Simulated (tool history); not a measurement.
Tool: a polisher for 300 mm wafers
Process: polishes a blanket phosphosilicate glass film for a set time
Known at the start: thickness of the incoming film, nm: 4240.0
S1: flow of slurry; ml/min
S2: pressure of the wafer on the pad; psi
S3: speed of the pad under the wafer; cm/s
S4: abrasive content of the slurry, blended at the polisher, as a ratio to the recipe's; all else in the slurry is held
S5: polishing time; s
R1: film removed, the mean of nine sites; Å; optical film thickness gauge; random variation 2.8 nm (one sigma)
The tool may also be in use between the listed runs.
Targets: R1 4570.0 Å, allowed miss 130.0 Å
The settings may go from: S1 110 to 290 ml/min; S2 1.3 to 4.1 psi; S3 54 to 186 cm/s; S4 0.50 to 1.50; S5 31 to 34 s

run	day	S1	S2	S3	S4	S5	R1
1	0.000	185	2.7	118	1.00	34	3342.8
2	0.171	185	3.2	118	1.00	34	3946.1
3	0.304	185	3.2	118	1.00	31	3572.0
4	0.333	185	3.2	118	0.95	31	3509.1
5	0.542	185	3.2	118	1.05	31	3649.6
6	0.846	140	3.2	118	1.05	31	3563.0
7	0.867	140	3.2	118	1.05	31	3555.7
8	1.200	145	3.3	118	1.05	31	3633.2
9	1.450	150	3.4	118	1.05	31	3790.7

Which of these 5 next moves meets every target?
A	1.700	220	3.3	142	1.25	33	?
B	1.700	160	4.0	126	1.00	34	?
C	1.700	155	3.3	114	1.10	34	?
D	1.700	155	3.9	118	0.95	34	?
E	1.700	230	3.8	106	0.90	34	?

move	R1
A	4993.5
B	5052.3
C	3983.8
D	4574.7
E	4177.0
A: takes the result that was furthest off past its target
B: takes the result that was furthest off past its target
C: nearer than the last run, and not there yet
D: meets every target
E: nearer than the last run, and not there yet
Answer: D

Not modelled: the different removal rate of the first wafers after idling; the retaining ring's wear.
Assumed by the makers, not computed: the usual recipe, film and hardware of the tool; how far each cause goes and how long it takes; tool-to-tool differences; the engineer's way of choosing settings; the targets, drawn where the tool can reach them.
